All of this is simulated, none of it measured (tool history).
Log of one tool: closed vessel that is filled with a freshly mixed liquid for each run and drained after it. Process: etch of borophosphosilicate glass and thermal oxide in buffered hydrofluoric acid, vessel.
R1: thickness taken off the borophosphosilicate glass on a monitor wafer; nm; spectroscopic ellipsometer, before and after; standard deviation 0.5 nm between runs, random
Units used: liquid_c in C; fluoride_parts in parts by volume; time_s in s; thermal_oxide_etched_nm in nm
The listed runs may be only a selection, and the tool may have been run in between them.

Run 1, day 0: liquid_c 22 C, fluoride_parts 16.5 parts by volume, time_s 70 s. Result: R1 47.975 nm, thermal_oxide_etched_nm 44.921 nm.
Run 2, day 0.075: liquid_c 25 C, fluoride_parts 16.5 parts by volume, time_s 70 s. Result: R1 55.499 nm, thermal_oxide_etched_nm 53.12 nm.
Run 3, day 0.3: liquid_c 26 C, fluoride_parts 15 parts by volume, time_s 70 s. Result: R1 64.479 nm, thermal_oxide_etched_nm 60.871 nm.
Run 4, day 0.671: liquid_c 28 C, fluoride_parts 15 parts by volume, time_s 70 s. Result: R1 71.971 nm, thermal_oxide_etched_nm 67.908 nm.
Run 5, day 1.042: liquid_c 28 C, fluoride_parts 12 parts by volume, time_s 70 s. Result: R1 89.26 nm, thermal_oxide_etched_nm 84.64 nm.
Run 6, day 1.242: liquid_c 28 C, fluoride_parts 12 parts by volume, time_s 45 s. Result: R1 57.611 nm, thermal_oxide_etched_nm 54.604 nm.
Run 7, day 1.467: liquid_c 28.5 C, fluoride_parts 10.5 parts by volume, time_s 45 s. Result: R1 67.828 nm, thermal_oxide_etched_nm 64.515 nm.
Run 8, day 1.521: liquid_c 29 C, fluoride_parts 9.5 parts by volume, time_s 45 s. Result: R1 75.389 nm, thermal_oxide_etched_nm 71.118 nm.
Run 9, day 1.808: liquid_c 29.5 C, fluoride_parts 8.5 parts by volume, time_s 45 s. Result: R1 84.819 nm, thermal_oxide_etched_nm 80.046 nm.
Run 10, day 2.008: liquid_c 29.5 C, fluoride_parts 8 parts by volume, time_s 45 s. Result: R1 90.53 nm, thermal_oxide_etched_nm 85.445 nm.

Estimate the outcome of run 11 from the log above:
Run 11, day 2.142: liquid_c 30 C, fluoride_parts 7.5 parts by volume, time_s 45 s. Result: R1 ?, thermal_oxide_etched_nm ?.

{"run 11": {"R1": 100.34, "thermal_oxide_etched_nm": 94.459}}

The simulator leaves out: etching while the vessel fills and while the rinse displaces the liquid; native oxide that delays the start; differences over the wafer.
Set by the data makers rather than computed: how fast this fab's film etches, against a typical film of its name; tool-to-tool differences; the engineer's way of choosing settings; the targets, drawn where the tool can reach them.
